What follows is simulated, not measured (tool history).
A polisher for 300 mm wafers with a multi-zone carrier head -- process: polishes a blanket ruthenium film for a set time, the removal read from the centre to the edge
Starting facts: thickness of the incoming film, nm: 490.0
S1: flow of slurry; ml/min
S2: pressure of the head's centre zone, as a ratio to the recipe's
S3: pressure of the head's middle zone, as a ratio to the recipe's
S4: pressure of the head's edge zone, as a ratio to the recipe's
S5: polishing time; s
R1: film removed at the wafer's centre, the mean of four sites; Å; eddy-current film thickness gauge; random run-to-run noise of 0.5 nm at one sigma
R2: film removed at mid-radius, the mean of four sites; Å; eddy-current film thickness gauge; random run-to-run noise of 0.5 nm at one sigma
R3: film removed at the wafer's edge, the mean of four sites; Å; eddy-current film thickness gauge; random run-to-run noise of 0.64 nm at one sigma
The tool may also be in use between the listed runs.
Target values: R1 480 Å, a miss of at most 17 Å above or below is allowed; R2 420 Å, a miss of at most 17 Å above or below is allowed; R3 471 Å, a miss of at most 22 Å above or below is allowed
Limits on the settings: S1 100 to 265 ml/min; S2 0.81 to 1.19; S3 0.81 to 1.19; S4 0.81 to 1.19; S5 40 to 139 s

run	hour	S1	S2	S3	S4	S5	R1	R2	R3
1	0	170	1	1	1	89	742.84	730.79	748.79
2	3.6	155	1	1	1	89	715.33	703.89	743.83
3	12.6	155	0.97	1	1	89	688.04	715.36	727.32
4	15.5	150	0.98	0.97	0.97	82	631.94	637.47	684.42
5	22.9	150	0.95	0.97	0.97	82	618.7	645.83	677.35
# hour 28.7: worn pad replaced by a new one
6	28.7	150	0.95	0.97	0.9	82	699.2	707.28	736.38
7	32.8	165	0.99	0.97	0.96	77	694.35	658	702.7
8	36	170	1.01	0.98	1.01	69	625.4	607.69	655.75
9	43.1	155	1.05	0.99	1.03	63	591.46	558.68	585.27
10	51.5	110	1.05	0.89	1.02	46	392.31	344.48	402.56
11	59.8	125	1.05	0.9	1.02	46	416.32	352.12	412.34
12	62.3	135	1.05	0.91	1.02	46	418.03	367.53	420.5
13	65.7	185	1.12	0.92	1.08	48	505.18	413.11	473.2

Of the 4 settings listed for the next run, only one would bring every result within its allowed miss of target. Which one?
A	69.1	205	1.04	0.9	0.98	49	?	?	?
B	69.1	190	0.92	0.84	1.19	53	?	?	?
C	69.1	160	0.9	0.92	1.13	55	?	?	?
D	69.1	170	1.16	0.91	1.01	50	?	?	?

move	R1	R2	R3
A	481.08	422.29	475.41
B	453.74	426.68	539.78
C	445.47	463.22	538.74
D	529.6	421.5	478.16
A: all results in spec
B: carries the result that was furthest off beyond its target, to the other side
C: carries the result that was furthest off beyond its target, to the other side
D: misses by more than the last run did
A is the move that brings every result within its allowed miss.
